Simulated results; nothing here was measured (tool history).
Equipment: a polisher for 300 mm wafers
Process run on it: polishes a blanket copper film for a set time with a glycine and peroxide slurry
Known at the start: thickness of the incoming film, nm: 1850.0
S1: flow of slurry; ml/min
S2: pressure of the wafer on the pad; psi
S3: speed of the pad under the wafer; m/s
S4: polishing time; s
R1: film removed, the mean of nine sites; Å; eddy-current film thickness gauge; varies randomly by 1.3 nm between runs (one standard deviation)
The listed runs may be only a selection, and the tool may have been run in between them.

{"run": 1, "hour": 0.0, "S1": 125, "S2": 3.2, "S3": 1.16, "S4": 38, "R1": 2397.5}
{"run": 2, "hour": 3.8, "S1": 95, "S2": 3.2, "S3": 1.16, "S4": 38, "R1": 2256.7}
{"run": 3, "hour": 9.7, "S1": 90, "S2": 3.1, "S3": 1.16, "S4": 38, "R1": 2162.0}
{"run": 4, "hour": 12.8, "S1": 85, "S2": 3.1, "S3": 1.16, "S4": 38, "R1": 2097.6}
{"run": 5, "hour": 17.5, "S1": 85, "S2": 2.3, "S3": 1.16, "S4": 38, "R1": 1634.3}
{"run": 6, "hour": 25.8, "S1": 85, "S2": 2.3, "S3": 1.34, "S4": 38, "R1": 1866.1}
{"run": 7, "hour": 28.5, "S1": 90, "S2": 2.3, "S3": 1.34, "S4": 38, "R1": 1860.6}
{"run": 8, "hour": 35.9, "S1": 100, "S2": 2.3, "S3": 1.34, "S4": 38, "R1": 1932.4}

Run 9, settings as shown, results not yet in. Your forecast:
{"run": 9, "hour": 41.7, "S1": 105, "S2": 2.3, "S3": 1.34, "S4": 38, "R1": "?"}

{"run 9": {"R1": 1946.7}}
